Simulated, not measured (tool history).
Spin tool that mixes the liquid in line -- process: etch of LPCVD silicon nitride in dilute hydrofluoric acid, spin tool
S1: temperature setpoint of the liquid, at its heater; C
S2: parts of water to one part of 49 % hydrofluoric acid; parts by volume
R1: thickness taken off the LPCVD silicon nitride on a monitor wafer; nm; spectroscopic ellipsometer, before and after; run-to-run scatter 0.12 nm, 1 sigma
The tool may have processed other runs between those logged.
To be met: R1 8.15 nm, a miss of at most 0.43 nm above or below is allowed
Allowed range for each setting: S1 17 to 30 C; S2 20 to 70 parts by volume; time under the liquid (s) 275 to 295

run 1 hour=0 | S1=22 S2=40 time_under_the_liquid_(s)=275 | R1=2.9749
run 2 hour=2.9 | S1=22 S2=25 time_under_the_liquid_(s)=275 | R1=4.5773
run 3 hour=3.8 | S1=22 S2=25 time_under_the_liquid_(s)=275 | R1=4.7301
run 4 hour=11.7 | S1=23 S2=25 time_under_the_liquid_(s)=275 | R1=4.9624
run 5 hour=15.4 | S1=24 S2=25 time_under_the_liquid_(s)=275 | R1=5.4064
run 6 hour=17.5 | S1=24.5 S2=25 time_under_the_liquid_(s)=275 | R1=5.5611
run 7 hour=25.7 | S1=25 S2=25 time_under_the_liquid_(s)=275 | R1=5.6424
run 8 hour=30.9 | S1=25.5 S2=25 time_under_the_liquid_(s)=275 | R1=5.9234

Of the 4 settings listed for the next run, only one would bring every result within its allowed miss of target. Which one?
run A hour=36.1 | S1=22 S2=30 time_under_the_liquid_(s)=275 | R1=?
run B hour=36.1 | S1=25 S2=20 time_under_the_liquid_(s)=275 | R1=?
run C hour=36.1 | S1=26 S2=20 time_under_the_liquid_(s)=290 | R1=?
run D hour=36.1 | S1=25.5 S2=40 time_under_the_liquid_(s)=280 | R1=?

move=A R1=3.9201
move=B R1=7.1044
move=C R1=8.0175
move=D R1=3.8315
A: its largest miss is bigger than the last run's
B: better than the last run, though not everything is in spec
C: all results in spec
D: its largest miss is bigger than the last run's
The move that meets every target is C.
